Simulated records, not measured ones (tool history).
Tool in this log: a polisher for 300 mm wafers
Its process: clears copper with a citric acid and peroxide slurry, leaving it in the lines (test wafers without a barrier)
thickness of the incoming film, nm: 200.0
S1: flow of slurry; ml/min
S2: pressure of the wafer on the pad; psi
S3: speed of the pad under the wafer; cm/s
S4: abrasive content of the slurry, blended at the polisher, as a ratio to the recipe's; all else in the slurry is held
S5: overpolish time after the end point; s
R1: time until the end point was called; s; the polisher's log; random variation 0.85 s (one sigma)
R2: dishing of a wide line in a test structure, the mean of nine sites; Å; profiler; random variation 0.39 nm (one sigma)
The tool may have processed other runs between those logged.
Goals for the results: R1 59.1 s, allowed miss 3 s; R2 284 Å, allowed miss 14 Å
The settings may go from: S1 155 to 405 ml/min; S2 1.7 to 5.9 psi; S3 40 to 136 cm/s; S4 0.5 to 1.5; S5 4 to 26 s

run 1 hour=0 | S1=260 S2=3.8 S3=88 S4=1 S5=13 | R1=80.639 R2=192.47
run 2 hour=8 | S1=260 S2=3.1 S3=88 S4=1 S5=13 | R1=89.64 R2=183.49
run 3 hour=11.4 | S1=260 S2=3.7 S3=90 S4=1 S5=14 | R1=78.556 R2=207.33
run 4 hour=20.2 | S1=260 S2=4.1 S3=90 S4=1 S5=14 | R1=75.33 R2=215.03
run 5 hour=23.9 | S1=260 S2=4.1 S3=70 S4=1 S5=14 | R1=91.612 R2=183.01
run 6 hour=31 | S1=260 S2=4.6 S3=76 S4=1 S5=15 | R1=82.279 R2=214.43
run 7 hour=33.2 | S1=260 S2=5 S3=80 S4=1 S5=15 | R1=73.08 R2=231.76
run 8 hour=40.7 | S1=260 S2=5.3 S3=82 S4=1 S5=15 | R1=67.713 R2=236.92
run 9 hour=44.6 | S1=260 S2=5.9 S3=84 S4=1 S5=17 | R1=63.748 R2=271.5

Which of these 5 next moves meets every target?
run A hour=48.5 | S1=250 S2=5.9 S3=80 S4=1 S5=21 | R1=? R2=?
run B hour=48.5 | S1=335 S2=5.9 S3=106 S4=0.95 S5=15 | R1=? R2=?
run C hour=48.5 | S1=290 S2=5.8 S3=80 S4=0.95 S5=24 | R1=? R2=?
run D hour=48.5 | S1=210 S2=5.9 S3=88 S4=1.1 S5=17 | R1=? R2=?
run E hour=48.5 | S1=285 S2=5.9 S3=102 S4=1.05 S5=15 | R1=? R2=?

move=A R1=64.938 R2=305.85
move=B R1=50.729 R2=290.32
move=C R1=65.673 R2=326.18
move=D R1=59.655 R2=284.36
move=E R1=51.914 R2=286.48
A: the biggest miss grows against the last run
B: takes the result that was furthest off past its target
C: the biggest miss grows against the last run
D: hits every target within its allowed miss
E: takes the result that was furthest off past its target
D is the move that brings every result within its allowed miss.
